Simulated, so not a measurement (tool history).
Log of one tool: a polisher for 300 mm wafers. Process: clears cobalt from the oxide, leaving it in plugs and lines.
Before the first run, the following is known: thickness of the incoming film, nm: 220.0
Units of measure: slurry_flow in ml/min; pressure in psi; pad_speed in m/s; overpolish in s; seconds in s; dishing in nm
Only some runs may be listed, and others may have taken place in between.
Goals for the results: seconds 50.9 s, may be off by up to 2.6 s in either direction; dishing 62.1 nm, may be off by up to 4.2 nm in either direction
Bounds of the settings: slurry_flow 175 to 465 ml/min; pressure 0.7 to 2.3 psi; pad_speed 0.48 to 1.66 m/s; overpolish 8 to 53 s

Run 1, hour 0: slurry_flow 295 ml/min, pressure 1.5 psi, pad_speed 1.06 m/s, overpolish 27 s. Result: seconds 71.779 s, dishing 57.907 nm.
Run 2, hour 4.5: slurry_flow 295 ml/min, pressure 1.5 psi, pad_speed 1.06 m/s, overpolish 33 s. Result: seconds 69.341 s, dishing 66.701 nm.
Run 3, hour 9.6: slurry_flow 255 ml/min, pressure 1.5 psi, pad_speed 1.06 m/s, overpolish 33 s. Result: seconds 69.087 s, dishing 64.912 nm.
Run 4, hour 10.3: slurry_flow 255 ml/min, pressure 1.5 psi, pad_speed 1.06 m/s, overpolish 37 s. Result: seconds 72.085 s, dishing 63.577 nm.
Run 5, hour 14.2: slurry_flow 250 ml/min, pressure 1.6 psi, pad_speed 1.06 m/s, overpolish 34 s. Result: seconds 68.126 s, dishing 64.911 nm.
Run 6, hour 22.9: slurry_flow 250 ml/min, pressure 1.6 psi, pad_speed 1.26 m/s, overpolish 34 s. Result: seconds 57.735 s, dishing 69.224 nm.
Run 7, hour 23.9: slurry_flow 245 ml/min, pressure 1.6 psi, pad_speed 1.26 m/s, overpolish 32 s. Result: seconds 58.505 s, dishing 67.505 nm.
Run 8, hour 29.5: slurry_flow 245 ml/min, pressure 1.6 psi, pad_speed 1.26 m/s, overpolish 30 s. Result: seconds 58.466 s, dishing 64.982 nm.
Run 9, hour 37.5: slurry_flow 245 ml/min, pressure 1.6 psi, pad_speed 1.26 m/s, overpolish 29 s. Result: seconds 57.818 s, dishing 64.753 nm.

Consider the 4 candidate settings below. Which is the only one whose results all fall within their allowed miss of target?
Run A, hour 45.5: slurry_flow 205 ml/min, pressure 1.6 psi, pad_speed 1.3 m/s, overpolish 26 s. Result: seconds ?, dishing ?.
Run B, hour 45.5: slurry_flow 250 ml/min, pressure 1.6 psi, pad_speed 1.26 m/s, overpolish 26 s. Result: seconds ?, dishing ?.
Run C, hour 45.5: slurry_flow 265 ml/min, pressure 1.3 psi, pad_speed 1.36 m/s, overpolish 21 s. Result: seconds ?, dishing ?.
Run D, hour 45.5: slurry_flow 230 ml/min, pressure 1.5 psi, pad_speed 1.54 m/s, overpolish 23 s. Result: seconds ?, dishing ?.

move  seconds  dishing
   A   57.246   62.128
   B   56.951   62.294
   C   59.879   54.378
   D   49.536   62.708
A: moves toward the targets from the last run without getting all of them in spec
B: moves toward the targets from the last run without getting all of them in spec
C: the biggest miss grows against the last run
D: each result inside its tolerance
Answer: D
